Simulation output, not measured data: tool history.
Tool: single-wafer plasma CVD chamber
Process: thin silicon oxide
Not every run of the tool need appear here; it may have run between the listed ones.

run  hour  heater temperature setpoint (°C)  chamber pressure (mTorr)  RF power (kW)  deposition time (s)  mean film thickness on the monitor wafer (Å)
  1     0                               380                       860           0.31                  9.2                                        189.02
  2   3.7                               380                      1010           0.31                  9.2                                        206.14
  3   8.6                               376                      1010           0.31                  9.2                                         205.3
  4  13.7                               376                      1010           0.31                  8.8                                        196.96
  5  17.2                               376                       993           0.31                  8.8                                         195.1
  6  21.9                               376                       993           0.31                  8.8                                        194.18
  7  25.2                               375                       980           0.31                  8.8                                        194.82
     29.2  -- RF generator calibrated
  8  29.2                               380                       899           0.31                  8.8                                        189.38
  9  36.5                               379                       894           0.31                  8.8                                        190.33

What will run 10 give?
 10  41.8                               378                       885           0.31                  8.8                                             ?

Run 10 measured mean film thickness on the monitor wafer (Å) 190.17.
